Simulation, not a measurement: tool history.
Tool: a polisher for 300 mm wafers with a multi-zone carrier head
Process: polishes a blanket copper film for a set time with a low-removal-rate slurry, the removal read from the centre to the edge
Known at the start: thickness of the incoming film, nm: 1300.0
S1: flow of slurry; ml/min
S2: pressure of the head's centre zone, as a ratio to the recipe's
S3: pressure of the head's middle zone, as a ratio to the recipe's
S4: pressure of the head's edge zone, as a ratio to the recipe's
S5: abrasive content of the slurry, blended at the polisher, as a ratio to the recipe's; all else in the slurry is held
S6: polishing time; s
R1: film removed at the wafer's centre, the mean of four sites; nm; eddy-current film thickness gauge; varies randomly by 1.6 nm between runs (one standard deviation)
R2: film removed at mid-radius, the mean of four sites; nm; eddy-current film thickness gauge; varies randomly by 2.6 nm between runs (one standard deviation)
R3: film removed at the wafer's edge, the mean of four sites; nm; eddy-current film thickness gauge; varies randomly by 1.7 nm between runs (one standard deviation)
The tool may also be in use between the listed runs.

| run | hour | S1 | S2 | S3 | S4 | S5 | S6 | R1 | R2 | R3 |
|---|---|---|---|---|---|---|---|---|---|---|
| 1 | 0 | 305 | 1 | 1 | 1 | 1 | 44 | 215.67 | 194.61 | 194.78 |
| 2 | 8.2 | 310 | 0.98 | 1.03 | 1.03 | 1.1 | 45 | 220.92 | 203.78 | 206.48 |
| 3 | 16.6 | 310 | 0.98 | 1.03 | 1 | 1.1 | 45 | 218.8 | 202.4 | 203.27 |
| 4 | 21.4 | 310 | 0.95 | 1.06 | 0.99 | 1.15 | 47 | 225.21 | 217.31 | 214.14 |
| 5 | 22.6 | 310 | 0.95 | 1.06 | 0.91 | 1.15 | 47 | 224.71 | 217.77 | 205.4 |
| 6 | 28.9 | 310 | 0.95 | 1.06 | 0.91 | 1.15 | 39 | 185.02 | 179.69 | 170.25 |
| 7 | 35.1 | 310 | 0.92 | 1.09 | 0.93 | 1.2 | 42 | 194.96 | 197.73 | 186.2 |
| 8 | 42.7 | 310 | 0.9 | 1.11 | 0.95 | 1.25 | 44 | 203.38 | 212.42 | 200.38 |
| 9 | 46.4 | 315 | 0.88 | 1.13 | 0.96 | 1.3 | 46 | 208.15 | 225.05 | 210.33 |
| 10 | 52 | 320 | 0.87 | 1.14 | 0.97 | 1.35 | 47 | 214.61 | 232.23 | 217.8 |
|  | 53 | centre zone pressure recalibrated |
| 11 | 53 | 305 | 0.86 | 1.15 | 0.98 | 1.35 | 49 | 195.09 | 242.02 | 229.43 |
| 12 | 55.1 | 315 | 0.86 | 1.16 | 0.98 | 1.35 | 50 | 201.77 | 250.64 | 230.78 |

Run 13 is up next; what results do you expect?
| 13 | 58.8 | 335 | 0.86 | 1.16 | 1 | 1.4 | 51 | ? | ? | ? |

{"run 13": {"R1": 206.6, "R2": 256.07, "R3": 241.01}}
